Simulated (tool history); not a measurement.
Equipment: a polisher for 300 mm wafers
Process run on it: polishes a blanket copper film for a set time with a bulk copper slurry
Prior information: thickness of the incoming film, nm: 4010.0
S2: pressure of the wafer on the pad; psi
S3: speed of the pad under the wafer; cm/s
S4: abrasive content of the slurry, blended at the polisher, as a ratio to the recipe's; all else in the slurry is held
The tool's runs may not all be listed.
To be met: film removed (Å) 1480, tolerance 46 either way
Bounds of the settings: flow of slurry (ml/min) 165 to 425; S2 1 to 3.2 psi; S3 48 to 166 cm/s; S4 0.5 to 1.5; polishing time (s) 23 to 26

{"run": 1, "hour": 0.0, "flow of slurry (ml/min)": 275, "S2": 2.1, "S3": 106, "S4": 1, "polishing time (s)": 26, "film removed (Å)": 1886.7}
{"run": 2, "hour": 3.6, "flow of slurry (ml/min)": 275, "S2": 2.4, "S3": 106, "S4": 1, "polishing time (s)": 26, "film removed (Å)": 2170.1}
{"run": 3, "hour": 8.5, "flow of slurry (ml/min)": 275, "S2": 2.1, "S3": 106, "S4": 1, "polishing time (s)": 26, "film removed (Å)": 1894.7}
{"run": 4, "hour": 15.7, "flow of slurry (ml/min)": 275, "S2": 2.3, "S3": 106, "S4": 1, "polishing time (s)": 26, "film removed (Å)": 2040}
{"run": 5, "hour": 18.9, "flow of slurry (ml/min)": 275, "S2": 2.1, "S3": 106, "S4": 1, "polishing time (s)": 26, "film removed (Å)": 1906.1}
{"run": 6, "hour": 26.1, "flow of slurry (ml/min)": 275, "S2": 1.9, "S3": 106, "S4": 1, "polishing time (s)": 26, "film removed (Å)": 1712.5}
{"run": 7, "hour": 30.8, "flow of slurry (ml/min)": 275, "S2": 1.8, "S3": 106, "S4": 1, "polishing time (s)": 26, "film removed (Å)": 1620.5}
{"run": 8, "hour": 35.5, "flow of slurry (ml/min)": 275, "S2": 1.7, "S3": 106, "S4": 1, "polishing time (s)": 26, "film removed (Å)": 1546.3}
{"run": 9, "hour": 38.1, "flow of slurry (ml/min)": 275, "S2": 1.7, "S3": 106, "S4": 1, "polishing time (s)": 26, "film removed (Å)": 1550.2}

Of the 5 settings listed for the next run, only one would bring every result within its allowed miss of target. Which one?
{"run": "A", "hour": 40.7, "flow of slurry (ml/min)": 265, "S2": 1.5, "S3": 138, "S4": 1.05, "polishing time (s)": 23, "film removed (Å)": "?"}
{"run": "B", "hour": 40.7, "flow of slurry (ml/min)": 390, "S2": 1.9, "S3": 100, "S4": 1.2, "polishing time (s)": 26, "film removed (Å)": "?"}
{"run": "C", "hour": 40.7, "flow of slurry (ml/min)": 285, "S2": 1.7, "S3": 116, "S4": 1.05, "polishing time (s)": 25, "film removed (Å)": "?"}
{"run": "D", "hour": 40.7, "flow of slurry (ml/min)": 350, "S2": 1.7, "S3": 106, "S4": 1.15, "polishing time (s)": 24, "film removed (Å)": "?"}
{"run": "E", "hour": 40.7, "flow of slurry (ml/min)": 185, "S2": 1.8, "S3": 112, "S4": 1.1, "polishing time (s)": 25, "film removed (Å)": "?"}

move=A film_removed_(Å)=1572.3
move=B film_removed_(Å)=1698.4
move=C film_removed_(Å)=1630.4
move=D film_removed_(Å)=1475.4
move=E film_removed_(Å)=1600.6
A: its largest miss is bigger than the last run's
B: its largest miss is bigger than the last run's
C: its largest miss is bigger than the last run's
D: in spec on every target
E: its largest miss is bigger than the last run's
D is the move that brings every result within its allowed miss.
